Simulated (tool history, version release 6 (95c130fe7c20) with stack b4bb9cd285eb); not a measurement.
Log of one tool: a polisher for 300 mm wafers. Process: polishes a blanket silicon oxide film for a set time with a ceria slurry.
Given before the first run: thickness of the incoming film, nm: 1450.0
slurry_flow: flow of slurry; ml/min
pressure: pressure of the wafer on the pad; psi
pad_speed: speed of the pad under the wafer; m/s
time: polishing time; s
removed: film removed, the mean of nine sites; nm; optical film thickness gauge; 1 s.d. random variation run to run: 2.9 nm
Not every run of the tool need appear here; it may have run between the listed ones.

run,hour,slurry_flow,pressure,pad_speed,time,removed
1,0,145,4.1,1.12,84,577.83
2,7.5,140,3.9,1.12,84,549.01
3,8.2,140,4.5,1.12,84,602.61
4,17.2,140,4.5,1.4,84,745.83
5,17.9,140,3.8,1.4,84,667.38
6,21.1,140,3.8,1.58,84,753.09
7,26.3,135,3.4,1.54,84,681.72

What does the tool deliver on the next run?
8,32.9,130,3.1,1.5,84,?

removed: 621.9 nm

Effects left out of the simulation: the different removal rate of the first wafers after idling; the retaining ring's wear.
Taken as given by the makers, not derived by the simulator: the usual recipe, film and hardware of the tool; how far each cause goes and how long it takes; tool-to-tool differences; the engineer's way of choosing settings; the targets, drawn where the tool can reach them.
